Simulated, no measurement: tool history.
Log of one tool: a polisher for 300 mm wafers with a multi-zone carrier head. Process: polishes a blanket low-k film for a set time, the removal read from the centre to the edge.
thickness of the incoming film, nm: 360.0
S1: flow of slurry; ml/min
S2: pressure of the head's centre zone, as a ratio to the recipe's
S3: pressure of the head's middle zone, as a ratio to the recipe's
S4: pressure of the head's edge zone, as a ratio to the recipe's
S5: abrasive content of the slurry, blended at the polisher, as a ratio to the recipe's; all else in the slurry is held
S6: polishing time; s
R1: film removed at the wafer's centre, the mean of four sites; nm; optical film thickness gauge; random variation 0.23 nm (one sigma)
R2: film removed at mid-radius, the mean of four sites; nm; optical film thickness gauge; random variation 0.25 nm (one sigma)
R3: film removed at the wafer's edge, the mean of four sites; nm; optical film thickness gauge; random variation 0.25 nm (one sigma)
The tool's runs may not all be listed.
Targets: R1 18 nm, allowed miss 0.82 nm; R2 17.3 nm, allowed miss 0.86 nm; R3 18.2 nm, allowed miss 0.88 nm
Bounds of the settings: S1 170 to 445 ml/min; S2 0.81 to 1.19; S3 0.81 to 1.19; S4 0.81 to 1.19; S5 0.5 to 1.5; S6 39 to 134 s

{"run": 1, "hour": 0.0, "S1": 285, "S2": 1, "S3": 1, "S4": 1, "S5": 1, "S6": 86, "R1": 25.56, "R2": 25.393, "R3": 25.115}
{"run": 2, "hour": 3.2, "S1": 285, "S2": 0.99, "S3": 0.98, "S4": 0.99, "S5": 0.85, "S6": 85, "R1": 23.513, "R2": 23.461, "R3": 23.19}
{"run": 3, "hour": 9.3, "S1": 285, "S2": 0.99, "S3": 0.93, "S4": 0.99, "S5": 0.85, "S6": 85, "R1": 23.759, "R2": 22.106, "R3": 23.982}
{"run": 4, "hour": 12.8, "S1": 285, "S2": 0.99, "S3": 0.93, "S4": 0.99, "S5": 0.85, "S6": 93, "R1": 25.974, "R2": 24.453, "R3": 25.976}
{"run": 5, "hour": 14.3, "S1": 285, "S2": 0.98, "S3": 0.93, "S4": 0.98, "S5": 0.75, "S6": 89, "R1": 23.467, "R2": 22.565, "R3": 23.839}
{"run": 6, "hour": 20.6, "S1": 285, "S2": 0.98, "S3": 0.93, "S4": 0.98, "S5": 0.75, "S6": 97, "R1": 25.665, "R2": 24.661, "R3": 26.123}
{"run": 7, "hour": 22.7, "S1": 285, "S2": 0.98, "S3": 0.93, "S4": 0.97, "S5": 0.7, "S6": 92, "R1": 23.654, "R2": 22.412, "R3": 24.337}
{"run": 8, "hour": 30.8, "S1": 285, "S2": 0.98, "S3": 0.99, "S4": 0.87, "S5": 0.5, "S6": 73, "R1": 17.139, "R2": 17.026, "R3": 16.896}
{"run": 9, "hour": 37.3, "S1": 285, "S2": 0.98, "S3": 0.98, "S4": 0.88, "S5": 0.5, "S6": 73, "R1": 17.224, "R2": 17.135, "R3": 16.979}
{"run": 10, "hour": 45.6, "S1": 285, "S2": 0.98, "S3": 0.97, "S4": 0.89, "S5": 0.5, "S6": 73, "R1": 17.054, "R2": 16.817, "R3": 17.104}
{"run": 11, "hour": 54.3, "S1": 285, "S2": 0.98, "S3": 0.96, "S4": 0.9, "S5": 0.5, "S6": 73, "R1": 17.348, "R2": 16.666, "R3": 16.68}
{"run": 12, "hour": 62.5, "S1": 260, "S2": 0.91, "S3": 0.91, "S4": 0.98, "S5": 0.7, "S6": 74, "R1": 17.283, "R2": 17.727, "R3": 19.122}
{"run": 13, "hour": 64.2, "S1": 260, "S2": 0.93, "S3": 0.92, "S4": 0.97, "S5": 0.7, "S6": 74, "R1": 18.331, "R2": 17.928, "R3": 19.273}
{"run": 14, "hour": 70.9, "S1": 260, "S2": 0.94, "S3": 0.92, "S4": 0.96, "S5": 0.7, "S6": 74, "R1": 18.235, "R2": 18.145, "R3": 19.125}
{"run": 15, "hour": 71.8, "S1": 260, "S2": 0.95, "S3": 0.92, "S4": 0.96, "S5": 0.7, "S6": 74, "R1": 18.433, "R2": 18.156, "R3": 19.267}

Which of these 4 next moves meets every target?
{"run": "A", "hour": 72.7, "S1": 320, "S2": 0.94, "S3": 0.89, "S4": 0.88, "S5": 0.5, "S6": 79, "R1": "?", "R2": "?", "R3": "?"}
{"run": "B", "hour": 72.7, "S1": 310, "S2": 0.96, "S3": 0.94, "S4": 0.94, "S5": 0.65, "S6": 79, "R1": "?", "R2": "?", "R3": "?"}
{"run": "C", "hour": 72.7, "S1": 230, "S2": 1.01, "S3": 0.98, "S4": 0.93, "S5": 0.8, "S6": 72, "R1": "?", "R2": "?", "R3": "?"}
{"run": "D", "hour": 72.7, "S1": 290, "S2": 1.09, "S3": 0.92, "S4": 0.93, "S5": 0.75, "S6": 69, "R1": "?", "R2": "?", "R3": "?"}

move=A R1=17.483 R2=17.513 R3=18.177
move=B R1=19.261 R2=19.7 R3=19.99
move=C R1=19.015 R2=19.149 R3=18.891
move=D R1=19.838 R2=17.561 R3=18.105
A: meets every target
B: further off than the last run
C: brings the result that was furthest off to its target, and leaves another outside
D: brings the result that was furthest off to its target, and leaves another outside
Answer: A

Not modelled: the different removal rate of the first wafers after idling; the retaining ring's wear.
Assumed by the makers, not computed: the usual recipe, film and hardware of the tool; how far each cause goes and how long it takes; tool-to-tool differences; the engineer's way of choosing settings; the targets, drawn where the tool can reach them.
